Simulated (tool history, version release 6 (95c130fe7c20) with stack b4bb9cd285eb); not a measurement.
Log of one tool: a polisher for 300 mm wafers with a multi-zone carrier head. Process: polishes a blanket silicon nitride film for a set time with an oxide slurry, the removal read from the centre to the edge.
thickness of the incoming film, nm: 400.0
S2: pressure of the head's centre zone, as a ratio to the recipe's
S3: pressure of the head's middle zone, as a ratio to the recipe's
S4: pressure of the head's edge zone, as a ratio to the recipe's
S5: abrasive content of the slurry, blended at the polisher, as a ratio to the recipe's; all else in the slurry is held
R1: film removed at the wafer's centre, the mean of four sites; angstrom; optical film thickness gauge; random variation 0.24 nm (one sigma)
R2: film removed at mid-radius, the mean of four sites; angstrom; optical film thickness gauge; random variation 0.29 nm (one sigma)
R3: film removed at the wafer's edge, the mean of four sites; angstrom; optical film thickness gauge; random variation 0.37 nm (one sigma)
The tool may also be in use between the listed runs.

{"run": 1, "hour": 0.0, "flow of slurry (ml/min)": 280, "S2": 1, "S3": 1, "S4": 1, "S5": 1, "polishing time (s)": 83, "R1": 453.31, "R2": 456.23, "R3": 457.55}
{"run": 2, "hour": 6.5, "flow of slurry (ml/min)": 280, "S2": 1, "S3": 1, "S4": 1.07, "S5": 1, "polishing time (s)": 83, "R1": 449.61, "R2": 459.86, "R3": 468.53}
{"run": 3, "hour": 9.6, "flow of slurry (ml/min)": 280, "S2": 1, "S3": 0.98, "S4": 1.05, "S5": 0.9, "polishing time (s)": 78, "R1": 391.76, "R2": 394.15, "R3": 408.57}
{"run": 4, "hour": 15.9, "flow of slurry (ml/min)": 280, "S2": 1.05, "S3": 0.98, "S4": 1.05, "S5": 0.9, "polishing time (s)": 78, "R1": 418.64, "R2": 392.34, "R3": 410.95}
{"run": 5, "hour": 24.8, "flow of slurry (ml/min)": 280, "S2": 1.05, "S3": 0.98, "S4": 0.98, "S5": 0.9, "polishing time (s)": 78, "R1": 424.04, "R2": 390.75, "R3": 382.26}
{"run": 6, "hour": 27.8, "flow of slurry (ml/min)": 275, "S2": 1.03, "S3": 0.95, "S4": 0.97, "S5": 0.85, "polishing time (s)": 77, "R1": 386.78, "R2": 365.55, "R3": 373.3}
{"run": 7, "hour": 36.0, "flow of slurry (ml/min)": 275, "S2": 1.03, "S3": 0.95, "S4": 0.97, "S5": 0.85, "polishing time (s)": 77, "R1": 390.01, "R2": 361.03, "R3": 380.78}
{"run": 8, "hour": 37.8, "flow of slurry (ml/min)": 285, "S2": 1.03, "S3": 0.95, "S4": 0.96, "S5": 0.8, "polishing time (s)": 74, "R1": 356.94, "R2": 335.82, "R3": 333.26}
{"run": 9, "hour": 45.6, "flow of slurry (ml/min)": 235, "S2": 0.94, "S3": 0.85, "S4": 0.96, "S5": 0.55, "polishing time (s)": 72, "R1": 222.43, "R2": 207.93, "R3": 232.41}
{"run": 10, "hour": 50.9, "flow of slurry (ml/min)": 260, "S2": 0.95, "S3": 0.85, "S4": 0.96, "S5": 0.55, "polishing time (s)": 72, "R1": 231.32, "R2": 211.83, "R3": 242.41}
{"run": 11, "hour": 58.3, "flow of slurry (ml/min)": 275, "S2": 0.96, "S3": 0.86, "S4": 0.95, "S5": 0.55, "polishing time (s)": 72, "R1": 235.03, "R2": 215.56, "R3": 242.81}
{"run": 12, "hour": 66.9, "flow of slurry (ml/min)": 280, "S2": 0.97, "S3": 0.87, "S4": 0.95, "S5": 0.55, "polishing time (s)": 72, "R1": 236.2, "R2": 219.1, "R3": 238.89}
{"run": 13, "hour": 74.7, "flow of slurry (ml/min)": 280, "S2": 0.98, "S3": 0.88, "S4": 0.96, "S5": 0.55, "polishing time (s)": 72, "R1": 241, "R2": 214.24, "R3": 238.02}
{"run": 14, "hour": 83.1, "flow of slurry (ml/min)": 280, "S2": 0.98, "S3": 0.89, "S4": 0.96, "S5": 0.55, "polishing time (s)": 72, "R1": 238.61, "R2": 222.08, "R3": 236.96}
{"run": 15, "hour": 84.6, "flow of slurry (ml/min)": 280, "S2": 0.99, "S3": 0.89, "S4": 0.97, "S5": 0.55, "polishing time (s)": 72, "R1": 241.57, "R2": 222.17, "R3": 233.2}
{"run": 16, "hour": 88.2, "flow of slurry (ml/min)": 280, "S2": 0.99, "S3": 0.89, "S4": 0.96, "S5": 0.55, "polishing time (s)": 72, "R1": 241.34, "R2": 221.68, "R3": 235.35}
{"run": 17, "hour": 89.9, "flow of slurry (ml/min)": 285, "S2": 0.99, "S3": 0.89, "S4": 0.96, "S5": 0.55, "polishing time (s)": 72, "R1": 244.61, "R2": 227.72, "R3": 237.67}
{"run": 18, "hour": 94.7, "flow of slurry (ml/min)": 285, "S2": 0.99, "S3": 0.89, "S4": 0.97, "S5": 0.55, "polishing time (s)": 72, "R1": 240.12, "R2": 219.06, "R3": 240.49}
{"run": 19, "hour": 101.9, "flow of slurry (ml/min)": 290, "S2": 0.99, "S3": 0.9, "S4": 0.97, "S5": 0.55, "polishing time (s)": 72, "R1": 242.58, "R2": 228.14, "R3": 244.45}
{"run": 20, "hour": 109.5, "flow of slurry (ml/min)": 295, "S2": 1, "S3": 0.9, "S4": 0.98, "S5": 0.55, "polishing time (s)": 72, "R1": 238.98, "R2": 223.72, "R3": 239.52}
{"run": 21, "hour": 113.4, "flow of slurry (ml/min)": 290, "S2": 1.02, "S3": 0.91, "S4": 0.99, "S5": 0.75, "polishing time (s)": 73, "R1": 334.38, "R2": 311.48, "R3": 328.08}
{"run": 22, "hour": 118.8, "flow of slurry (ml/min)": 270, "S2": 1.01, "S3": 0.91, "S4": 0.97, "S5": 0.75, "polishing time (s)": 73, "R1": 332.53, "R2": 305.43, "R3": 329.43}

Forecast run 23:
{"run": 23, "hour": 122.3, "flow of slurry (ml/min)": 255, "S2": 1, "S3": 0.91, "S4": 0.95, "S5": 0.75, "polishing time (s)": 74, "R1": "?", "R2": "?", "R3": "?"}

R1: 326.27 angstrom
R2: 306.6 angstrom
R3: 330.84 angstrom
